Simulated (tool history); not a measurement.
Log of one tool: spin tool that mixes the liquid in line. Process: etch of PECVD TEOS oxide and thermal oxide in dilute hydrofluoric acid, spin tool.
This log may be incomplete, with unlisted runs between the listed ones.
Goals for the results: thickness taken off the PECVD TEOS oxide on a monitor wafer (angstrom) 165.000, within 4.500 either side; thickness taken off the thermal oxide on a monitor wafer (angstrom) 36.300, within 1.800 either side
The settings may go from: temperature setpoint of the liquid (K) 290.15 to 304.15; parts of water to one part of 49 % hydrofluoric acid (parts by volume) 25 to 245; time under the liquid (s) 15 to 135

run	hour	temperature setpoint of the liquid (K)	parts of water to one part of 49 % hydrofluoric acid (parts by volume)	time under the liquid (s)	thickness taken off the PECVD TEOS oxide on a monitor wafer (angstrom)	thickness taken off the thermal oxide on a monitor wafer (angstrom)
1	0.0	296.15	135	70	98.442	21.588
2	4.2	298.15	130	70	111.250	23.958
3	7.6	299.15	120	70	125.150	28.164
4	13.1	299.65	115	70	135.350	28.969
5	15.8	298.15	115	70	127.340	27.571
6	19.2	299.65	115	70	134.390	29.607
7	21.0	300.65	115	70	140.570	31.199
8	21.8	301.15	115	70	143.960	31.872
9	28.8	301.65	115	70	145.860	31.548
10	31.5	302.15	115	70	146.820	33.284
11	32.7	302.15	110	70	158.330	34.213
12	38.3	302.65	110	70	160.070	34.753

Of the 5 settings listed for the next run, only one would bring every result within its allowed miss of target. Which one?
A	43.9	304.15	140	85	?	?
B	43.9	304.15	140	90	?	?
C	43.9	302.65	120	75	?	?
D	43.9	304.15	125	75	?	?
E	43.9	301.15	135	90	?	?

move	thickness taken off the PECVD TEOS oxide on a monitor wafer (angstrom)	thickness taken off the thermal oxide on a monitor wafer (angstrom)
A	156.020	33.775
B	165.200	35.762
C	156.250	33.824
D	157.400	34.073
E	154.570	33.460
A: its largest miss is bigger than the last run's
B: all results in spec
C: its largest miss is bigger than the last run's
D: its largest miss is bigger than the last run's
E: its largest miss is bigger than the last run's
Move B is the one to make.

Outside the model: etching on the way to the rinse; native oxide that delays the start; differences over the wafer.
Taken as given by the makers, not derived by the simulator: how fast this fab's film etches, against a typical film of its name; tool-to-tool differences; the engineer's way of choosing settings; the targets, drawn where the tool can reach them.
